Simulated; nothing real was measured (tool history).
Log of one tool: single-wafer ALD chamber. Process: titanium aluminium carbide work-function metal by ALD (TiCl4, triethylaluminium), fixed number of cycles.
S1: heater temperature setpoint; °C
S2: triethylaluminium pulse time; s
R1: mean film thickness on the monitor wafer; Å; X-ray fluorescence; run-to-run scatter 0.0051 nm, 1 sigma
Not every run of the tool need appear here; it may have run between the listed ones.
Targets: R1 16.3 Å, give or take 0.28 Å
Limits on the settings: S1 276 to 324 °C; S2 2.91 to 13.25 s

Run 1, hour 0: S1 300 °C, S2 8.08 s. Result: R1 18.655 Å.
Run 2, hour 7.7: S1 300 °C, S2 6.22 s. Result: R1 17.891 Å.
Run 3, hour 14.5: S1 297 °C, S2 6.02 s. Result: R1 17.418 Å.
Run 4, hour 18: S1 307 °C, S2 6.02 s. Result: R1 18.363 Å.
Run 5, hour 22.9: S1 303 °C, S2 5.83 s. Result: R1 17.882 Å.
Run 6, hour 30.7: S1 309 °C, S2 5.83 s. Result: R1 18.43 Å.
Run 7, hour 32: S1 305 °C, S2 5.63 s. Result: R1 17.95 Å.
Run 8, hour 35.8: S1 302 °C, S2 5.48 s. Result: R1 17.554 Å.
At hour 38.5: thermocouple changed; heater temperature recalibrated.
Run 9, hour 38.5: S1 300 °C, S2 5.39 s. Result: R1 17.815 Å.
Run 10, hour 43.3: S1 288 °C, S2 2.91 s. Result: R1 14.571 Å.
Run 11, hour 49.7: S1 291 °C, S2 2.98 s. Result: R1 14.754 Å.
Run 12, hour 57.2: S1 294 °C, S2 3.05 s. Result: R1 15.182 Å.
Run 13, hour 65.2: S1 294 °C, S2 3.05 s. Result: R1 15.117 Å.

Consider the 4 candidate settings below. Which is the only one whose results all fall within their allowed miss of target?
Run A, hour 73.2: S1 296 °C, S2 5.03 s. Result: R1 ?.
Run B, hour 73.2: S1 299 °C, S2 4.31 s. Result: R1 ?.
Run C, hour 73.2: S1 280 °C, S2 3.06 s. Result: R1 ?.
Run D, hour 73.2: S1 294 °C, S2 3.99 s. Result: R1 ?.

move      R1
   A   17.26
   B  16.909
   C  14.068
   D  16.185
A: takes the biggest miss from the last run beyond its target
B: takes the biggest miss from the last run beyond its target
C: moves away from the targets compared with the last run
D: each result inside its tolerance
Answer: D

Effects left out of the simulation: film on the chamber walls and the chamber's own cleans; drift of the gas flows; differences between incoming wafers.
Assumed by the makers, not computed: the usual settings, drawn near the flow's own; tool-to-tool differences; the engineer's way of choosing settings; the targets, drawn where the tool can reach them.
